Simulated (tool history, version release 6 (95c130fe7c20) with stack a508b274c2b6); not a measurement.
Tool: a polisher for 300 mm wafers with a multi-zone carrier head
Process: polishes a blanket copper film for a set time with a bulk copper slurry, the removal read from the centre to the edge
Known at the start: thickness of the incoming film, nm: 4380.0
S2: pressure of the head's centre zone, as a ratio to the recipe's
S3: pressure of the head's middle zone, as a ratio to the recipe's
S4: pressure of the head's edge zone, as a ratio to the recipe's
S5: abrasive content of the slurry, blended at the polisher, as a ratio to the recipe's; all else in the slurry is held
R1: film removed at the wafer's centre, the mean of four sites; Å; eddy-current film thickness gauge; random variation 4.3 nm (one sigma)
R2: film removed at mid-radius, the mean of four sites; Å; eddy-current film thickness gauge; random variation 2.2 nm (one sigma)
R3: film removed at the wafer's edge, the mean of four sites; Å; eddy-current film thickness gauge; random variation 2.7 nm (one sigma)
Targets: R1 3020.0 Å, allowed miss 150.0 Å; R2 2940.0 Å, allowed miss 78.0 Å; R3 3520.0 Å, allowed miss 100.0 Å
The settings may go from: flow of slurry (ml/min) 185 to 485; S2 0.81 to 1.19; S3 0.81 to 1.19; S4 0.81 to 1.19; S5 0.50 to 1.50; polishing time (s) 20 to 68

{"run": 1, "hour": 0.0, "flow of slurry (ml/min)": 310, "S2": 1.0, "S3": 1.0, "S4": 1.0, "S5": 1.0, "polishing time (s)": 44, "R1": 4222.0, "R2": 4170.7, "R3": 4028.6}
{"run": 2, "hour": 5.9, "flow of slurry (ml/min)": 300, "S2": 0.98, "S3": 0.97, "S4": 1.01, "S5": 0.9, "polishing time (s)": 44, "R1": 3981.7, "R2": 4064.7, "R3": 3990.5}
{"run": 3, "hour": 12.2, "flow of slurry (ml/min)": 295, "S2": 0.98, "S3": 0.94, "S4": 1.04, "S5": 0.85, "polishing time (s)": 43, "R1": 3781.5, "R2": 3777.6, "R3": 3907.2}
{"run": 4, "hour": 17.3, "flow of slurry (ml/min)": 290, "S2": 0.98, "S3": 0.92, "S4": 1.05, "S5": 0.8, "polishing time (s)": 42, "R1": 3764.7, "R2": 3651.7, "R3": 3772.4}
{"run": 5, "hour": 21.1, "flow of slurry (ml/min)": 290, "S2": 0.98, "S3": 0.92, "S4": 1.05, "S5": 0.8, "polishing time (s)": 32, "R1": 2865.5, "R2": 2726.6, "R3": 2870.7}
{"run": 6, "hour": 25.5, "flow of slurry (ml/min)": 295, "S2": 0.97, "S3": 0.91, "S4": 1.07, "S5": 0.9, "polishing time (s)": 32, "R1": 2851.0, "R2": 2779.6, "R3": 2952.8}
{"hour": 27.7, "done": "edge zone pressure recalibrated"}
{"run": 7, "hour": 27.7, "flow of slurry (ml/min)": 295, "S2": 0.97, "S3": 0.89, "S4": 1.09, "S5": 1.0, "polishing time (s)": 32, "R1": 2895.0, "R2": 2790.9, "R3": 3203.3}
{"run": 8, "hour": 29.9, "flow of slurry (ml/min)": 300, "S2": 0.97, "S3": 0.89, "S4": 1.1, "S5": 1.0, "polishing time (s)": 32, "R1": 2942.2, "R2": 2802.7, "R3": 3198.9}
{"run": 9, "hour": 31.0, "flow of slurry (ml/min)": 305, "S2": 0.97, "S3": 0.89, "S4": 1.12, "S5": 1.0, "polishing time (s)": 32, "R1": 2991.8, "R2": 2757.0, "R3": 3218.4}
{"run": 10, "hour": 37.9, "flow of slurry (ml/min)": 305, "S2": 0.96, "S3": 0.9, "S4": 1.13, "S5": 1.05, "polishing time (s)": 32, "R1": 2947.6, "R2": 2794.4, "R3": 3287.4}
{"run": 11, "hour": 45.9, "flow of slurry (ml/min)": 305, "S2": 0.96, "S3": 0.91, "S4": 1.14, "S5": 1.1, "polishing time (s)": 32, "R1": 2914.9, "R2": 2865.2, "R3": 3334.8}
{"run": 12, "hour": 53.4, "flow of slurry (ml/min)": 310, "S2": 0.96, "S3": 0.91, "S4": 1.15, "S5": 1.1, "polishing time (s)": 32, "R1": 2933.4, "R2": 2858.3, "R3": 3283.7}
{"run": 13, "hour": 61.2, "flow of slurry (ml/min)": 310, "S2": 0.96, "S3": 0.91, "S4": 1.15, "S5": 1.15, "polishing time (s)": 32, "R1": 2872.2, "R2": 2864.0, "R3": 3378.2}

Which of these 5 next moves meets every target?
{"run": "A", "hour": 69.0, "flow of slurry (ml/min)": 230, "S2": 0.93, "S3": 0.81, "S4": 1.19, "S5": 0.8, "polishing time (s)": 35, "R1": "?", "R2": "?", "R3": "?"}
{"run": "B", "hour": 69.0, "flow of slurry (ml/min)": 365, "S2": 0.95, "S3": 0.84, "S4": 1.19, "S5": 1.05, "polishing time (s)": 33, "R1": "?", "R2": "?", "R3": "?"}
{"run": "C", "hour": 69.0, "flow of slurry (ml/min)": 330, "S2": 1.03, "S3": 0.85, "S4": 1.17, "S5": 1.2, "polishing time (s)": 33, "R1": "?", "R2": "?", "R3": "?"}
{"run": "D", "hour": 69.0, "flow of slurry (ml/min)": 330, "S2": 0.96, "S3": 0.97, "S4": 1.08, "S5": 1.15, "polishing time (s)": 31, "R1": "?", "R2": "?", "R3": "?"}
{"run": "E", "hour": 69.0, "flow of slurry (ml/min)": 315, "S2": 0.91, "S3": 0.85, "S4": 1.1, "S5": 0.85, "polishing time (s)": 36, "R1": "?", "R2": "?", "R3": "?"}

move=A R1=2902.5 R2=2645.2 R3=3452.2
move=B R1=3007.5 R2=2755.1 R3=3467.1
move=C R1=3317.5 R2=2829.0 R3=3500.0
move=D R1=2884.3 R2=2945.5 R3=3128.0
move=E R1=3009.3 R2=2910.3 R3=3488.0
A: brings the result that was furthest off to its target, and leaves another outside
B: brings the result that was furthest off to its target, and leaves another outside
C: brings the result that was furthest off to its target, and leaves another outside
D: further off than the last run
E: meets every target
The right move is E.
